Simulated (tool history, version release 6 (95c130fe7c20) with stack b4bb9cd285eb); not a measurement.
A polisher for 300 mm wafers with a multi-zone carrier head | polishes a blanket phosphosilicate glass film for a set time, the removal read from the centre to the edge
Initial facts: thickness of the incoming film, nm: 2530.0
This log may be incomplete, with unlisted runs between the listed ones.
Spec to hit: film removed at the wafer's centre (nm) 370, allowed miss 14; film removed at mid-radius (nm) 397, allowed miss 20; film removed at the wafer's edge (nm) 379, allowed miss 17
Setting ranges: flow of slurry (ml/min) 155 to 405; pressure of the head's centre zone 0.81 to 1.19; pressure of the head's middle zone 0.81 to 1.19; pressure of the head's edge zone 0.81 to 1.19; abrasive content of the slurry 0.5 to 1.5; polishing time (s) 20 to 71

run	hour	flow of slurry (ml/min)	pressure of the head's centre zone	pressure of the head's middle zone	pressure of the head's edge zone	abrasive content of the slurry	polishing time (s)	film removed at the wafer's centre (nm)	film removed at mid-radius (nm)	film removed at the wafer's edge (nm)
1	0	260	1	1	1	1	45	494.77	533.72	555.51
2	3.5	260	1	1	1.06	1	45	491.12	563.48	571.83
3	6.3	265	1.01	1.03	1.01	0.85	43	451.34	502.67	493.82
4	7.1	265	1	1.03	0.97	0.75	43	435.05	487.66	454.21
5	15.6	260	0.98	0.99	0.95	0.65	43	399	444.82	436.26
6	24.2	225	0.98	0.99	0.95	0.65	43	396.87	444.6	419.96
# hour 25: centre zone pressure recalibrated
7	25	215	0.98	0.97	0.93	0.6	43	405.89	412.72	409.6
8	33.3	210	0.96	0.97	0.92	0.55	43	379.74	400.14	396.56
9	36.1	205	0.96	0.98	0.91	0.55	43	384.18	404.15	393.35

Which single option among these 4 for the next run brings every result within its allowed miss of target? Just one does.
A	38.9	155	1	0.81	0.89	0.6	44	?	?	?
B	38.9	155	0.99	0.93	0.89	0.55	44	?	?	?
C	38.9	315	0.97	0.98	0.88	0.8	35	?	?	?
D	38.9	255	0.85	0.86	0.92	0.8	40	?	?	?

move	film removed at the wafer's centre (nm)	film removed at mid-radius (nm)	film removed at the wafer's edge (nm)
A	413.01	359.68	414.15
B	396.72	390.27	400.33
C	380.98	395.93	380.74
D	381.3	399.47	438.75
A: the biggest miss grows against the last run
B: the biggest miss grows against the last run
C: every result within its allowed miss
D: puts the biggest miss on target and leaves a different result outside tolerance
C is the move that brings every result within its allowed miss.
